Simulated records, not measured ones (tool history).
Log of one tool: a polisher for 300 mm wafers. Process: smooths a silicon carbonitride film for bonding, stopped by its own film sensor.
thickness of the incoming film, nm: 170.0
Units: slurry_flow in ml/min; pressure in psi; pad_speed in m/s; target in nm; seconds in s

Run 1, hour 0.0: slurry_flow 300 ml/min, pressure 1.7 psi, pad_speed 0.96 m/s, slurry_solids 1.0, target 156 nm. Result: seconds 57.677 s.
Run 2, hour 8.5: slurry_flow 300 ml/min, pressure 1.7 psi, pad_speed 1.08 m/s, slurry_solids 1.0, target 156 nm. Result: seconds 56.358 s.
Run 3, hour 16.9: slurry_flow 300 ml/min, pressure 1.7 psi, pad_speed 0.84 m/s, slurry_solids 1.0, target 156 nm. Result: seconds 63.293 s.
Run 4, hour 25.6: slurry_flow 300 ml/min, pressure 1.7 psi, pad_speed 0.84 m/s, slurry_solids 1.0, target 156 nm. Result: seconds 62.926 s.
Run 5, hour 32.5: slurry_flow 300 ml/min, pressure 1.5 psi, pad_speed 0.82 m/s, slurry_solids 1.0, target 156 nm. Result: seconds 71.824 s.
Run 6, hour 38.3: slurry_flow 300 ml/min, pressure 1.5 psi, pad_speed 0.82 m/s, slurry_solids 1.0, target 156 nm. Result: seconds 70.424 s.

The next listed run, before its measurement:
Run 7, hour 39.2: slurry_flow 300 ml/min, pressure 1.4 psi, pad_speed 0.80 m/s, slurry_solids 1.0, target 156 nm. Result: seconds ?.

{"run 7": {"seconds": 77.062}}

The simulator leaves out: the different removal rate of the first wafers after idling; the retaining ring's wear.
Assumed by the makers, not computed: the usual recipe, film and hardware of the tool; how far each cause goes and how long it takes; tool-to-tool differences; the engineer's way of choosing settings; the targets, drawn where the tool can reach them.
